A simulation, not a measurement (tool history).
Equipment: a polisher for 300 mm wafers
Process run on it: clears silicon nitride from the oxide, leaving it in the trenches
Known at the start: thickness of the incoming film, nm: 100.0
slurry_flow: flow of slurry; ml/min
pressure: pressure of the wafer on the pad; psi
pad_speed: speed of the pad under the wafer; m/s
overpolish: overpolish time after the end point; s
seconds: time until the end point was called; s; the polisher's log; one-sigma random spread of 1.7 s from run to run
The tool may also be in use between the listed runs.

| run | hour | slurry_flow | pressure | pad_speed | overpolish | seconds |
|---|---|---|---|---|---|---|
| 1 | 0 | 145 | 2.7 | 1.28 | 29 | 95.98 |
| 2 | 4.2 | 145 | 2.7 | 1.28 | 29 | 94.085 |
| 3 | 10.5 | 170 | 2.7 | 1.28 | 29 | 93.223 |
| 4 | 14.9 | 170 | 2.7 | 1.1 | 29 | 104.79 |
| 5 | 23 | 170 | 2.3 | 1.1 | 29 | 122.75 |
| 6 | 25 | 170 | 2.8 | 1.1 | 29 | 101.81 |
| 7 | 28 | 170 | 2.6 | 1.1 | 29 | 109.92 |
| 8 | 35.8 | 170 | 2.4 | 1.1 | 29 | 118.87 |

What will run 9 give?
| 9 | 39.5 | 170 | 2.3 | 1.1 | 29 | ? |

Run 9 measured seconds 121.85 s.
